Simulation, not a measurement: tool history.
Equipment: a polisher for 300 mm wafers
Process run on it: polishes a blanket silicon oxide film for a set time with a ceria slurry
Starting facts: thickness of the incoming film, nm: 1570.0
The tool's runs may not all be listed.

run,hour,flow of slurry (ml/min),pressure of the wafer on the pad (psi),speed of the pad under the wafer (cm/s),polishing time (s),film removed (Å)
1,0,315,2.4,106,97,3213.2
2,0.7,315,2.4,94,97,2828.3
3,4.8,315,1.8,94,97,2179.8
4,8.8,315,2.3,94,97,2742.5
5,12.3,315,2.3,94,97,2749.7
6,17.9,315,2.3,94,97,2778.1
# hour 19.3: slurry nozzle cleaned
7,19.3,315,2.3,94,97,2844

Run 8 is up next; what results do you expect?
8,26.2,315,2.1,94,97,?

Run 8 produced film removed (Å) 2575.2.
